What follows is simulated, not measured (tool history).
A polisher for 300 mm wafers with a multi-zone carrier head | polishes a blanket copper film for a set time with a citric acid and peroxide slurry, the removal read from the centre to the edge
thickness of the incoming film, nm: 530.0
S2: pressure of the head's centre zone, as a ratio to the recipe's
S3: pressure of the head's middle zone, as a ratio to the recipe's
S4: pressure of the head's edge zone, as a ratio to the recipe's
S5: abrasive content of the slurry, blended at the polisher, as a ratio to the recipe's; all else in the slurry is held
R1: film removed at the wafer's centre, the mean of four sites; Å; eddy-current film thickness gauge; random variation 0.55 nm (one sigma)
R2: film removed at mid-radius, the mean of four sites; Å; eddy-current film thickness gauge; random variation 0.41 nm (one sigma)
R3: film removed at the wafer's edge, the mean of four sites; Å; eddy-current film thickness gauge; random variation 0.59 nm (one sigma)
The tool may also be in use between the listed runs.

{"run": 1, "day": 0.0, "flow of slurry (ml/min)": 320, "S2": 1, "S3": 1, "S4": 1, "S5": 1, "polishing time (s)": 55, "R1": 771.07, "R2": 750.3, "R3": 764.69}
{"run": 2, "day": 0.362, "flow of slurry (ml/min)": 315, "S2": 0.96, "S3": 0.98, "S4": 0.97, "S5": 0.85, "polishing time (s)": 49, "R1": 632.82, "R2": 639.25, "R3": 637.03}
{"run": 3, "day": 0.592, "flow of slurry (ml/min)": 315, "S2": 0.89, "S3": 0.98, "S4": 0.97, "S5": 0.85, "polishing time (s)": 49, "R1": 581.06, "R2": 632.39, "R3": 651.88}
{"run": 4, "day": 0.621, "flow of slurry (ml/min)": 315, "S2": 0.89, "S3": 0.98, "S4": 1.03, "S5": 0.85, "polishing time (s)": 49, "R1": 578.59, "R2": 637.11, "R3": 651.19}
{"run": 5, "day": 0.742, "flow of slurry (ml/min)": 315, "S2": 0.97, "S3": 0.98, "S4": 1.03, "S5": 0.85, "polishing time (s)": 49, "R1": 642.57, "R2": 624.61, "R3": 656.21}
{"run": 6, "day": 0.858, "flow of slurry (ml/min)": 315, "S2": 0.97, "S3": 0.98, "S4": 0.94, "S5": 0.85, "polishing time (s)": 49, "R1": 646.84, "R2": 631.44, "R3": 627.52}
{"run": 7, "day": 1.167, "flow of slurry (ml/min)": 310, "S2": 0.93, "S3": 0.95, "S4": 0.93, "S5": 0.75, "polishing time (s)": 46, "R1": 560.65, "R2": 568.97, "R3": 565.28}
{"run": 8, "day": 1.346, "flow of slurry (ml/min)": 305, "S2": 0.9, "S3": 0.91, "S4": 0.92, "S5": 0.65, "polishing time (s)": 45, "R1": 507.29, "R2": 515.79, "R3": 550.5}
{"run": 9, "day": 1.562, "flow of slurry (ml/min)": 305, "S2": 0.9, "S3": 0.91, "S4": 0.92, "S5": 0.65, "polishing time (s)": 45, "R1": 519.5, "R2": 521.72, "R3": 534.26}
{"run": 10, "day": 1.904, "flow of slurry (ml/min)": 300, "S2": 0.87, "S3": 0.9, "S4": 0.9, "S5": 0.6, "polishing time (s)": 44, "R1": 481.71, "R2": 498.08, "R3": 528.9}
{"run": 11, "day": 1.983, "flow of slurry (ml/min)": 305, "S2": 0.87, "S3": 0.9, "S4": 0.89, "S5": 0.55, "polishing time (s)": 42, "R1": 455.49, "R2": 460.85, "R3": 481.26}

Run 12 comes next. What will it give?
{"run": 12, "day": 2.046, "flow of slurry (ml/min)": 305, "S2": 0.86, "S3": 0.9, "S4": 0.88, "S5": 0.55, "polishing time (s)": 42, "R1": "?", "R2": "?", "R3": "?"}

{"run 12": {"R1": 443.38, "R2": 468.75, "R3": 473.94}}
